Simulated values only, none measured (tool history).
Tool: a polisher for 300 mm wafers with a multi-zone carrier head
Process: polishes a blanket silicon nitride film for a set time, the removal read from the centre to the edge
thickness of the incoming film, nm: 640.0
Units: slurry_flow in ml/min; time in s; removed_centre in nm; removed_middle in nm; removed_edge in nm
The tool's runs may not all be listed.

run	hour	slurry_flow	centre_zone	middle_zone	edge_zone	time	removed_centre	removed_middle	removed_edge
1	0	310	1	1	1	89	168.27	169.61	178.98
2	4.3	320	1.01	1.02	0.98	89	169.99	173.51	171.71
3	10	365	1.01	1.02	0.98	89	172.71	172.34	176.77
4	15.7	365	1.02	1.04	0.98	89	174.72	174.97	177.64
5	22.6	365	1.03	1.06	0.97	89	176.89	177.03	173.57
6	25	365	1.03	1.06	0.97	80	159.85	159.1	156.02
7	31.9	365	1.03	1.06	0.97	80	156.16	159.35	156.99

The next listed run, before its measurement:
8	34.8	360	1.04	1.08	0.97	82	?	?	?

{"run 8": {"removed_centre": 164.08, "removed_middle": 166.94, "removed_edge": 160.49}}
